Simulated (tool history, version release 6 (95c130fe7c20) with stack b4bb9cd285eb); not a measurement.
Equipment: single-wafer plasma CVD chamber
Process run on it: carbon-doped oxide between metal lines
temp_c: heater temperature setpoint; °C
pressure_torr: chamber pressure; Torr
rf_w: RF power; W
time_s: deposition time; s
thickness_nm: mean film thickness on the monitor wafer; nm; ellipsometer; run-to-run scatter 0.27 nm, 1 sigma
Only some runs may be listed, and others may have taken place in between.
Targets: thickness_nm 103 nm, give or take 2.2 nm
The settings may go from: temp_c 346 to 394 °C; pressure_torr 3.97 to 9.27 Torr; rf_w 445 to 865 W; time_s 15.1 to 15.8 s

run 1 hour=0 | temp_c=370 pressure_torr=6.62 rf_w=655 time_s=15.8 | thickness_nm=93.233
run 2 hour=8.3 | temp_c=379 pressure_torr=6.62 rf_w=655 time_s=15.8 | thickness_nm=91.343
run 3 hour=13.7 | temp_c=378 pressure_torr=6.75 rf_w=675 time_s=15.8 | thickness_nm=93.218
run 4 hour=16.5 | temp_c=378 pressure_torr=6.75 rf_w=710 time_s=15.8 | thickness_nm=95.568
run 5 hour=24.7 | temp_c=378 pressure_torr=6.75 rf_w=710 time_s=15.8 | thickness_nm=95.785
run 6 hour=32.4 | temp_c=377 pressure_torr=6.85 rf_w=720 time_s=15.8 | thickness_nm=97.346
run 7 hour=38.5 | temp_c=376 pressure_torr=6.96 rf_w=725 time_s=15.8 | thickness_nm=97.886
run 8 hour=44.7 | temp_c=375 pressure_torr=7.04 rf_w=730 time_s=15.8 | thickness_nm=98.796
run 9 hour=45.8 | temp_c=374 pressure_torr=7.12 rf_w=735 time_s=15.8 | thickness_nm=99.029

Exercise: of the 5 proposed moves below, exactly one satisfies all targets within the stated allowed misses. Which move is it?
run A hour=46.9 | temp_c=367 pressure_torr=7.14 rf_w=690 time_s=15.2 | thickness_nm=?
run B hour=46.9 | temp_c=381 pressure_torr=7.59 rf_w=715 time_s=15.8 | thickness_nm=?
run C hour=46.9 | temp_c=376 pressure_torr=6.52 rf_w=730 time_s=15.8 | thickness_nm=?
run D hour=46.9 | temp_c=370 pressure_torr=7.45 rf_w=745 time_s=15.6 | thickness_nm=?
run E hour=46.9 | temp_c=364 pressure_torr=7.41 rf_w=740 time_s=15.8 | thickness_nm=?

move=A thickness_nm=93.82
move=B thickness_nm=96.807
move=C thickness_nm=98.173
move=D thickness_nm=100.15
move=E thickness_nm=102.45
A: moves away from the targets compared with the last run
B: moves away from the targets compared with the last run
C: moves away from the targets compared with the last run
D: better than the last run, though not everything is in spec
E: in spec on every target
The right move is E.

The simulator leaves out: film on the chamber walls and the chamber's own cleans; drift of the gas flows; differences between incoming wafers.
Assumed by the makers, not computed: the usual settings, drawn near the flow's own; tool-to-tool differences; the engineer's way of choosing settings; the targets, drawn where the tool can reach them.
